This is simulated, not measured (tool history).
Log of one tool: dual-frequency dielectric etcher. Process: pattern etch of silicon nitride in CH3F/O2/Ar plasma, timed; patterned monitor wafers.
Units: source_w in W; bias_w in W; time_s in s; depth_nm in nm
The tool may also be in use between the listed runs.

run	hour	source_w	bias_w	time_s	depth_nm
1	0	330	93	67.5	47.965
2	6.6	330	102	67.5	49.437
3	10.9	300	100	67.5	47.124
4	12.7	300	100	71	49.731
5	21	300	100	67.5	47.084
6	28.9	300	100	71	49.579
7	29.7	280	98	71	47.796
8	35.9	260	97	71	46.018
9	41.4	250	96	71	45.206
10	47.3	240	95	71	44.508
11	50	230	94	71	43.157

Forecast run 12:
# hour 52.2: wet clean of the chamber
12	52.2	220	94	71	?

Run 12 gave depth_nm 43.866 nm.

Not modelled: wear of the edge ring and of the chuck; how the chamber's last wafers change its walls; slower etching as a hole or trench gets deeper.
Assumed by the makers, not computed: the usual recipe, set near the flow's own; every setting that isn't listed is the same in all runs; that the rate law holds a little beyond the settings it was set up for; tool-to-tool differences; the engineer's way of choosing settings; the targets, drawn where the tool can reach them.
